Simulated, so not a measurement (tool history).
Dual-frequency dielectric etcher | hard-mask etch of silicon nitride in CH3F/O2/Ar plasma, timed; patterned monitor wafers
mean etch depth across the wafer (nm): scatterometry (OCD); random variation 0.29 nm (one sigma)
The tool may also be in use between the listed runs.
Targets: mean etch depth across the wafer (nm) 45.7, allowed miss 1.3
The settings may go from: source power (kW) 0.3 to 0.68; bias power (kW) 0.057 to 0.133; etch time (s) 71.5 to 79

| run | day | source power (kW) | bias power (kW) | etch time (s) | mean etch depth across the wafer (nm) |
|---|---|---|---|---|---|
| 1 | 0 | 0.49 | 0.095 | 79 | 64.299 |
| 2 | 0.096 | 0.49 | 0.095 | 71.5 | 58.371 |
| 3 | 0.288 | 0.49 | 0.095 | 71.5 | 58.788 |
| 4 | 0.567 | 0.49 | 0.095 | 79 | 64.432 |
| 5 | 0.721 | 0.57 | 0.095 | 79 | 69.135 |
| 6 | 0.779 | 0.57 | 0.08 | 79 | 65.535 |
| 7 | 1.088 | 0.47 | 0.061 | 71.5 | 48.255 |
| 8 | 1.3 | 0.46 | 0.061 | 71.5 | 47.825 |
| 9 | 1.488 | 0.45 | 0.061 | 71.5 | 47.811 |

Which of these 4 next moves meets every target?
| A | 1.675 | 0.42 | 0.058 | 72.5 | ? |
| B | 1.675 | 0.49 | 0.059 | 74.5 | ? |
| C | 1.675 | 0.44 | 0.058 | 76 | ? |
| D | 1.675 | 0.42 | 0.065 | 74.5 | ? |

| move | mean etch depth across the wafer (nm) |
|---|---|
| A | 45.605 |
| B | 50.969 |
| C | 48.956 |
| D | 48.957 |
A: meets every target
B: further off than the last run
C: further off than the last run
D: further off than the last run
Answer: A
